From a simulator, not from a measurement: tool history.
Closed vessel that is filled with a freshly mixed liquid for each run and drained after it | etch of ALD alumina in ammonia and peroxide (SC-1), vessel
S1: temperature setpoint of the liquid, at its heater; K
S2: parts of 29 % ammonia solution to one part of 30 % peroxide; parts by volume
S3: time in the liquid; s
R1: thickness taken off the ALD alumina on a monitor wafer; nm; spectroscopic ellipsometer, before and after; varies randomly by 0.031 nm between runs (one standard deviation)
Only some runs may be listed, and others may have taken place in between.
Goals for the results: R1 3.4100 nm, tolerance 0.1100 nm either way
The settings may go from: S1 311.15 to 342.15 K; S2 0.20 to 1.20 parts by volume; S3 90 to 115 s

run	day	S1	S2	S3	R1
1	0.000	326.15	0.90	115	9.1831
2	0.117	326.15	0.90	90	7.1695
3	0.238	322.65	0.90	90	5.8759
4	0.408	319.65	0.90	90	5.0167
5	0.700	318.15	0.90	90	4.6871
6	1.017	316.65	0.90	90	4.2303
7	1.354	315.65	0.90	90	3.9903
8	1.400	315.15	0.90	90	3.8699
9	1.538	314.65	0.90	90	3.8193
10	1.712	314.15	0.90	90	3.6092

Which of these 5 next moves meets every target?
A	1.888	313.65	0.65	90	?
B	1.888	314.65	1.00	90	?
C	1.888	315.65	1.10	90	?
D	1.888	312.65	0.20	115	?
E	1.888	314.65	0.95	90	?

move	R1
A	3.4522
B	3.8148
C	4.0804
D	3.7134
E	3.7961
A: in spec on every target
B: moves away from the targets compared with the last run
C: moves away from the targets compared with the last run
D: moves away from the targets compared with the last run
E: moves away from the targets compared with the last run
The right move is A.
